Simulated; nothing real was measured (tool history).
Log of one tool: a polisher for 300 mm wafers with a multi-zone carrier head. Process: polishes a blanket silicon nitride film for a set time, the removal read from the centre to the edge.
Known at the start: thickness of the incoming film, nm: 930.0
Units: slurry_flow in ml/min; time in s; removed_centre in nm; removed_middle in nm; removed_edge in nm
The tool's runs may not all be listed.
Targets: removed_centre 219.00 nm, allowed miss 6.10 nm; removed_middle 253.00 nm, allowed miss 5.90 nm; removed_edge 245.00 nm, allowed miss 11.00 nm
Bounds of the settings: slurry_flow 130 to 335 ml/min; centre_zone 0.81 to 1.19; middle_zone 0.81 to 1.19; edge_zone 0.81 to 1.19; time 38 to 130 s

{"run": 1, "hour": 0.0, "slurry_flow": 215, "centre_zone": 1.0, "middle_zone": 1.0, "edge_zone": 1.0, "time": 84, "removed_centre": 189.32, "removed_middle": 186.16, "removed_edge": 186.54}
{"run": 2, "hour": 8.9, "slurry_flow": 215, "centre_zone": 1.0, "middle_zone": 0.94, "edge_zone": 1.0, "time": 84, "removed_centre": 187.78, "removed_middle": 179.03, "removed_edge": 193.66}
{"run": 3, "hour": 16.5, "slurry_flow": 225, "centre_zone": 0.97, "middle_zone": 0.98, "edge_zone": 1.03, "time": 89, "removed_centre": 200.07, "removed_middle": 193.98, "removed_edge": 205.37}
{"run": 4, "hour": 23.3, "slurry_flow": 225, "centre_zone": 0.97, "middle_zone": 0.98, "edge_zone": 0.96, "time": 89, "removed_centre": 197.1, "removed_middle": 194.65, "removed_edge": 205.34}
{"run": 5, "hour": 26.2, "slurry_flow": 225, "centre_zone": 0.97, "middle_zone": 0.98, "edge_zone": 0.96, "time": 74, "removed_centre": 163.71, "removed_middle": 161.06, "removed_edge": 167.34}
{"run": 6, "hour": 27.7, "slurry_flow": 225, "centre_zone": 0.94, "middle_zone": 1.01, "edge_zone": 0.96, "time": 82, "removed_centre": 176.37, "removed_middle": 183.31, "removed_edge": 186.19}
{"run": 7, "hour": 33.6, "slurry_flow": 235, "centre_zone": 0.92, "middle_zone": 1.03, "edge_zone": 0.96, "time": 87, "removed_centre": 187.84, "removed_middle": 196.53, "removed_edge": 197.35}
{"run": 8, "hour": 42.0, "slurry_flow": 235, "centre_zone": 0.9, "middle_zone": 1.05, "edge_zone": 0.96, "time": 92, "removed_centre": 190.51, "removed_middle": 209.93, "removed_edge": 204.72}
{"run": 9, "hour": 44.4, "slurry_flow": 245, "centre_zone": 0.89, "middle_zone": 1.06, "edge_zone": 0.96, "time": 96, "removed_centre": 198.35, "removed_middle": 222.96, "removed_edge": 219.39}
{"run": 10, "hour": 49.4, "slurry_flow": 245, "centre_zone": 0.89, "middle_zone": 1.06, "edge_zone": 0.96, "time": 96, "removed_centre": 202.63, "removed_middle": 225.15, "removed_edge": 212.87}
{"run": 11, "hour": 58.0, "slurry_flow": 245, "centre_zone": 0.88, "middle_zone": 1.06, "edge_zone": 0.97, "time": 99, "removed_centre": 204.11, "removed_middle": 229.11, "removed_edge": 225.4}
{"run": 12, "hour": 60.1, "slurry_flow": 255, "centre_zone": 0.87, "middle_zone": 1.07, "edge_zone": 0.98, "time": 100, "removed_centre": 203.51, "removed_middle": 234.4, "removed_edge": 227.58}
{"run": 13, "hour": 64.8, "slurry_flow": 260, "centre_zone": 0.87, "middle_zone": 1.07, "edge_zone": 0.99, "time": 101, "removed_centre": 206.2, "removed_middle": 238.67, "removed_edge": 236.73}
{"run": 14, "hour": 71.8, "slurry_flow": 260, "centre_zone": 0.87, "middle_zone": 1.07, "edge_zone": 0.99, "time": 101, "removed_centre": 206.97, "removed_middle": 238.11, "removed_edge": 233.47}
{"run": 15, "hour": 78.1, "slurry_flow": 270, "centre_zone": 0.88, "middle_zone": 1.08, "edge_zone": 1.0, "time": 102, "removed_centre": 211.69, "removed_middle": 244.51, "removed_edge": 235.67}

5 next moves are on the table. One of them brings every result within its allowed miss. Which?
{"run": "A", "hour": 84.4, "slurry_flow": 325, "centre_zone": 0.88, "middle_zone": 1.09, "edge_zone": 0.99, "time": 103, "removed_centre": "?", "removed_middle": "?", "removed_edge": "?"}
{"run": "B", "hour": 84.4, "slurry_flow": 235, "centre_zone": 0.84, "middle_zone": 0.96, "edge_zone": 0.97, "time": 110, "removed_centre": "?", "removed_middle": "?", "removed_edge": "?"}
{"run": "C", "hour": 84.4, "slurry_flow": 310, "centre_zone": 1.02, "middle_zone": 1.07, "edge_zone": 0.91, "time": 95, "removed_centre": "?", "removed_middle": "?", "removed_edge": "?"}
{"run": "D", "hour": 84.4, "slurry_flow": 315, "centre_zone": 0.84, "middle_zone": 0.96, "edge_zone": 1.05, "time": 108, "removed_centre": "?", "removed_middle": "?", "removed_edge": "?"}
{"run": "E", "hour": 84.4, "slurry_flow": 300, "centre_zone": 0.81, "middle_zone": 1.12, "edge_zone": 0.93, "time": 101, "removed_centre": "?", "removed_middle": "?", "removed_edge": "?"}

move=A removed_centre=221.25 removed_middle=252.10 removed_edge=246.30
move=B removed_centre=217.57 removed_middle=239.24 removed_edge=254.35
move=C removed_centre=232.05 removed_middle=228.54 removed_edge=219.77
move=D removed_centre=221.64 removed_middle=242.80 removed_edge=263.70
move=E removed_centre=199.76 removed_middle=249.86 removed_edge=234.71
A: meets every target
B: further off than the last run
C: further off than the last run
D: further off than the last run
E: brings the result that was furthest off to its target, and leaves another outside
The right move is A.

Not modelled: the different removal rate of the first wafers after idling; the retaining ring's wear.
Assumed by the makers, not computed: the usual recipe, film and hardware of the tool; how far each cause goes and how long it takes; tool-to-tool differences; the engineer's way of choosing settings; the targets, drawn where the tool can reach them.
